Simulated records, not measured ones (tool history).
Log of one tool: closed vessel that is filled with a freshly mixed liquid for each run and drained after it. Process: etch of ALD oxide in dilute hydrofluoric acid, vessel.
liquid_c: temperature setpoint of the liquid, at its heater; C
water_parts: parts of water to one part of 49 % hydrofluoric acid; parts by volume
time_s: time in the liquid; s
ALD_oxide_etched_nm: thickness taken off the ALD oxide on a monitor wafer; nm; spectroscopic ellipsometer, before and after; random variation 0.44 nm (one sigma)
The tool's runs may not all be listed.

run	hour	liquid_c	water_parts	time_s	ALD_oxide_etched_nm
1	0	20	45	95	31.096
2	6.8	20	45	95	31.173
3	12.8	18.5	45	95	29.276
4	18.9	18.5	40	95	33.091
5	22.8	18.5	40	105	36.492
6	26.8	18.5	40	95	33.148
7	35.4	20.5	35	95	41.913
8	44.2	22	35	95	44.567
9	49.8	23.5	35	95	46.312

Run 10 comes next. What will it give?
10	55.8	24.5	35	95	?

ALD_oxide_etched_nm: 48.759 nm
